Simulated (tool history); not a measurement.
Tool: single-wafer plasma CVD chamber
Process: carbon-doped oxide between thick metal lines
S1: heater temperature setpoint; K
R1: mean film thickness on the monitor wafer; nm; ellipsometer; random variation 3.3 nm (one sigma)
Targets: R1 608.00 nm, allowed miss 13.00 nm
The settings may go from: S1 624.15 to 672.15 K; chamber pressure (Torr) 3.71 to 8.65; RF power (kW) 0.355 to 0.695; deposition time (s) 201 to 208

{"run": 1, "day": 0.0, "S1": 648.15, "chamber pressure (Torr)": 6.18, "RF power (kW)": 0.525, "deposition time (s)": 201, "R1": 877.09}
{"run": 2, "day": 0.296, "S1": 648.15, "chamber pressure (Torr)": 6.18, "RF power (kW)": 0.57, "deposition time (s)": 201, "R1": 934.0}
{"run": 3, "day": 0.625, "S1": 648.15, "chamber pressure (Torr)": 7.16, "RF power (kW)": 0.57, "deposition time (s)": 201, "R1": 947.44}
{"run": 4, "day": 0.742, "S1": 654.15, "chamber pressure (Torr)": 6.28, "RF power (kW)": 0.515, "deposition time (s)": 201, "R1": 861.2}
{"run": 5, "day": 0.846, "S1": 659.15, "chamber pressure (Torr)": 5.62, "RF power (kW)": 0.475, "deposition time (s)": 201, "R1": 785.7}
{"run": 6, "day": 0.962, "S1": 662.15, "chamber pressure (Torr)": 5.13, "RF power (kW)": 0.445, "deposition time (s)": 201, "R1": 733.98}
{"run": 7, "day": 1.158, "S1": 664.15, "chamber pressure (Torr)": 4.81, "RF power (kW)": 0.42, "deposition time (s)": 201, "R1": 679.72}
{"run": 8, "day": 1.379, "S1": 665.15, "chamber pressure (Torr)": 4.55, "RF power (kW)": 0.41, "deposition time (s)": 201, "R1": 657.35}
{"run": 9, "day": 1.633, "S1": 665.15, "chamber pressure (Torr)": 4.34, "RF power (kW)": 0.405, "deposition time (s)": 201, "R1": 647.16}
{"run": 10, "day": 1.875, "S1": 665.15, "chamber pressure (Torr)": 4.18, "RF power (kW)": 0.4, "deposition time (s)": 201, "R1": 628.69}
{"run": 11, "day": 2.042, "S1": 665.15, "chamber pressure (Torr)": 4.08, "RF power (kW)": 0.4, "deposition time (s)": 201, "R1": 630.76}
{"run": 12, "day": 2.167, "S1": 665.15, "chamber pressure (Torr)": 4.08, "RF power (kW)": 0.4, "deposition time (s)": 201, "R1": 628.03}
{"run": 13, "day": 2.517, "S1": 665.15, "chamber pressure (Torr)": 3.99, "RF power (kW)": 0.4, "deposition time (s)": 201, "R1": 621.72}
{"run": 14, "day": 2.788, "S1": 665.15, "chamber pressure (Torr)": 3.92, "RF power (kW)": 0.4, "deposition time (s)": 201, "R1": 626.89}
{"run": 15, "day": 3.021, "S1": 665.15, "chamber pressure (Torr)": 3.92, "RF power (kW)": 0.4, "deposition time (s)": 201, "R1": 624.2}
{"run": 16, "day": 3.325, "S1": 666.15, "chamber pressure (Torr)": 3.73, "RF power (kW)": 0.38, "deposition time (s)": 201, "R1": 589.19}
{"run": 17, "day": 3.567, "S1": 666.15, "chamber pressure (Torr)": 3.83, "RF power (kW)": 0.38, "deposition time (s)": 201, "R1": 584.47}
{"run": 18, "day": 3.608, "S1": 666.15, "chamber pressure (Torr)": 3.98, "RF power (kW)": 0.38, "deposition time (s)": 201, "R1": 588.18}
{"run": 19, "day": 3.8, "S1": 666.15, "chamber pressure (Torr)": 4.11, "RF power (kW)": 0.38, "deposition time (s)": 201, "R1": 593.02}
{"run": 20, "day": 3.958, "S1": 665.15, "chamber pressure (Torr)": 4.52, "RF power (kW)": 0.395, "deposition time (s)": 201, "R1": 635.77}
{"run": 21, "day": 4.262, "S1": 665.15, "chamber pressure (Torr)": 4.37, "RF power (kW)": 0.395, "deposition time (s)": 201, "R1": 624.92}
{"run": 22, "day": 4.562, "S1": 665.15, "chamber pressure (Torr)": 4.27, "RF power (kW)": 0.395, "deposition time (s)": 201, "R1": 632.58}

4 next moves are on the table. One of them brings every result within its allowed miss. Which?
{"run": "A", "day": 4.862, "S1": 672.15, "chamber pressure (Torr)": 5.31, "RF power (kW)": 0.365, "deposition time (s)": 208, "R1": "?"}
{"run": "B", "day": 4.862, "S1": 671.15, "chamber pressure (Torr)": 4.11, "RF power (kW)": 0.395, "deposition time (s)": 208, "R1": "?"}
{"run": "C", "day": 4.862, "S1": 663.15, "chamber pressure (Torr)": 3.99, "RF power (kW)": 0.4, "deposition time (s)": 203, "R1": "?"}
{"run": "D", "day": 4.862, "S1": 657.15, "chamber pressure (Torr)": 3.71, "RF power (kW)": 0.415, "deposition time (s)": 201, "R1": "?"}

move=A R1=618.79
move=B R1=644.38
move=C R1=642.01
move=D R1=659.12
A: meets every target
B: further off than the last run
C: further off than the last run
D: further off than the last run
The right move is A.
